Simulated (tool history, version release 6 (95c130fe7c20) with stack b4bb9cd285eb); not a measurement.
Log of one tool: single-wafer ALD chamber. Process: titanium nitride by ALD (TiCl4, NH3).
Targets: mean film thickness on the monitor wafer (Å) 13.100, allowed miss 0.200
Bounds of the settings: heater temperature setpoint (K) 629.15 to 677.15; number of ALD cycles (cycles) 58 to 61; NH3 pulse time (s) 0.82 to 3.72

run  hour  heater temperature setpoint (K)  number of ALD cycles (cycles)  NH3 pulse time (s)  mean film thickness on the monitor wafer (Å)
  1   0.0                           653.15                             61                2.27                                        14.086
  2   7.4                           659.15                             61                2.27                                        14.081
  3  11.7                           659.15                             61                2.56                                        14.163
  4  18.6                           657.15                             60                2.17                                        13.777
  5  20.8                           657.15                             60                2.78                                        13.960
  6  29.7                           666.15                             60                2.78                                        14.063
  7  37.2                           663.15                             60                2.40                                        13.884
  8  38.0                           663.15                             60                2.14                                        13.916
  9  38.8                           658.15                             60                1.90                                        13.644

4 next moves are on the table. One of them brings every result within its allowed miss. Which?
  A  39.6                           668.15                             61                1.48                                             ?
  B  39.6                           661.15                             58                1.53                                             ?
  C  39.6                           668.15                             61                2.14                                             ?
  D  39.6                           652.15                             61                1.87                                             ?

move  mean film thickness on the monitor wafer (Å)
   A                                        13.790
   B                                        13.044
   C                                        14.138
   D                                        13.821
A: further off than the last run
B: meets every target
C: further off than the last run
D: further off than the last run
Answer: B

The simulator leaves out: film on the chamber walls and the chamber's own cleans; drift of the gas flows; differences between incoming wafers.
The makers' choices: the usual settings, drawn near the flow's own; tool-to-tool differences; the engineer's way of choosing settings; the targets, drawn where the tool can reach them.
